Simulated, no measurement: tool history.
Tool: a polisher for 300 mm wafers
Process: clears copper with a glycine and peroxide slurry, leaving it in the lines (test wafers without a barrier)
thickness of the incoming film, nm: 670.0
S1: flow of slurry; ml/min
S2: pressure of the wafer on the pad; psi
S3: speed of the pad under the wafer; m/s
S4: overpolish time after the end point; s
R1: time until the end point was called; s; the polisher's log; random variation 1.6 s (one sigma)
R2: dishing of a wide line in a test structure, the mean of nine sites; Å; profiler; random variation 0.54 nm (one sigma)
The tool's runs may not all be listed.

| run | day | S1 | S2 | S3 | S4 | R1 | R2 |
|---|---|---|---|---|---|---|---|
| 1 | 0.000 | 295 | 2.9 | 1.06 | 25 | 97.339 | 920.92 |
| 2 | 0.325 | 260 | 2.9 | 1.06 | 25 | 96.325 | 930.24 |
| 3 | 0.638 | 305 | 2.5 | 1.10 | 21 | 104.650 | 802.20 |
| 4 | 1.008 | 255 | 2.5 | 1.10 | 21 | 106.510 | 752.18 |
| 5 | 1.338 | 235 | 2.2 | 1.16 | 18 | 110.930 | 645.16 |
| 6 | 1.692 | 220 | 2.0 | 1.20 | 16 | 117.260 | 557.05 |
| 7 | 1.892 | 210 | 1.8 | 1.26 | 14 | 126.240 | 497.46 |
| 8 | 1.971 | 200 | 1.7 | 1.34 | 13 | 124.000 | 440.18 |
| 9 | 2.154 | 195 | 1.6 | 1.42 | 12 | 125.860 | 426.25 |
| 10 | 2.388 | 190 | 1.6 | 1.48 | 11 | 120.040 | 387.89 |
| 11 | 2.567 | 185 | 1.6 | 1.52 | 10 | 117.630 | 357.78 |
| 12 | 2.642 | 185 | 1.6 | 1.54 | 10 | 116.690 | 373.43 |
| 13 | 2.729 | 185 | 1.6 | 1.56 | 10 | 116.360 | 382.16 |
| 14 | 2.917 | 185 | 1.6 | 1.58 | 10 | 117.260 | 379.04 |
| 15 | 3.179 | 235 | 1.3 | 1.66 | 8 | 127.000 | 290.59 |
| 16 | 3.512 | 235 | 1.3 | 1.66 | 8 | 126.550 | 297.83 |
| 17 | 3.617 | 240 | 1.4 | 1.66 | 8 | 118.270 | 297.54 |
| 18 | 3.954 | 240 | 1.5 | 1.66 | 11 | 116.090 | 416.10 |
| 19 | 4.221 | 225 | 1.5 | 1.62 | 10 | 117.730 | 367.46 |
| 20 | 4.483 | 245 | 1.5 | 1.62 | 10 | 117.750 | 383.00 |
| 21 | 4.579 | 230 | 1.5 | 1.62 | 10 | 118.580 | 372.83 |
| 22 | 4.625 | 220 | 1.5 | 1.62 | 10 | 116.250 | 370.36 |

The next listed run, before its measurement:
| 23 | 4.929 | 175 | 1.3 | 1.66 | 8 | ? | ? |

Run 23 gave R1 130.620 s, R2 280.45 Å.

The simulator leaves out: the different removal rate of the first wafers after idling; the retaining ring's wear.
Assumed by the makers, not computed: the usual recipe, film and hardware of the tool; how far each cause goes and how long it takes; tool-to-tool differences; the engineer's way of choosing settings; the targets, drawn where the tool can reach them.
